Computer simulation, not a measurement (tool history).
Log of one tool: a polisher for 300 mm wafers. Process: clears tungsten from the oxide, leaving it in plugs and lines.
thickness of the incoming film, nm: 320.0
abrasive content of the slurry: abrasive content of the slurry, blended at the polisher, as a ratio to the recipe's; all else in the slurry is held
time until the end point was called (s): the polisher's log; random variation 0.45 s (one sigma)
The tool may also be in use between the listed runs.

run	hour	flow of slurry (ml/min)	pressure of the wafer on the pad (psi)	speed of the pad under the wafer (cm/s)	abrasive content of the slurry	overpolish time after the end point (s)	time until the end point was called (s)
1	0.0	140	4.2	92	1.0	25	74.070
2	4.4	140	4.2	80	1.0	25	85.225
3	8.7	140	5.0	80	1.0	25	71.007
4	10.6	140	5.6	80	1.0	25	64.527
5	18.0	155	5.6	80	1.0	25	62.447
6	19.0	155	5.6	80	1.0	27	64.539
7	24.9	155	5.8	84	1.0	27	58.106
8	33.0	155	5.9	88	1.0	27	54.546
9	38.2	155	6.0	90	1.0	27	51.769
10	46.3	155	6.0	90	1.0	27	52.873
11	53.6	155	6.1	92	1.0	27	50.650
12	61.8	155	6.2	94	1.0	27	48.012
13	62.9	155	6.3	96	1.0	27	46.414
14	68.8	155	6.4	98	1.0	27	46.404

The next listed run, before its measurement:
15	73.7	155	6.4	98	1.0	27	?

Run 15 gave time until the end point was called (s) 45.089.
